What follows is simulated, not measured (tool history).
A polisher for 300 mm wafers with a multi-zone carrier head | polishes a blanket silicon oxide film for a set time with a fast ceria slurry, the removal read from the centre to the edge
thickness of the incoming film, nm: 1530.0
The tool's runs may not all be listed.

run  hour  flow of slurry (ml/min)  pressure of the head's centre zone  pressure of the head's middle zone  pressure of the head's edge zone  polishing time (s)  film removed at the wafer's centre (angstrom)  film removed at mid-radius (angstrom)  film removed at the wafer's edge (angstrom)
  1   0.0                      140                                1.00                                1.00                              1.00                  34                                         3746.7                                 3751.0                                       3658.0
  2   3.1                      145                                1.01                                1.01                              1.01                  35                                         3917.7                                 3888.6                                       3785.2
  3   8.8                      150                                1.02                                1.02                              1.02                  36                                         4076.6                                 4058.6                                       3938.3
  4  12.6                      155                                1.03                                1.03                              1.03                  37                                         4222.4                                 4213.7                                       4078.8
  5  14.0                      155                                1.03                                1.03                              1.09                  37                                         4332.5                                 4250.5                                       4209.7
  6  15.4                      155                                1.03                                1.03                              1.14                  37                                         4274.2                                 4303.2                                       4267.9

Run 7 comes next. What will it give?
  7  18.4                      160                                1.04                                1.04                              1.14                  38                                              ?                                      ?                                            ?

Run 7 yielded film removed at the wafer's centre (angstrom) 4421.8, film removed at mid-radius (angstrom) 4498.1, film removed at the wafer's edge (angstrom) 4400.1.

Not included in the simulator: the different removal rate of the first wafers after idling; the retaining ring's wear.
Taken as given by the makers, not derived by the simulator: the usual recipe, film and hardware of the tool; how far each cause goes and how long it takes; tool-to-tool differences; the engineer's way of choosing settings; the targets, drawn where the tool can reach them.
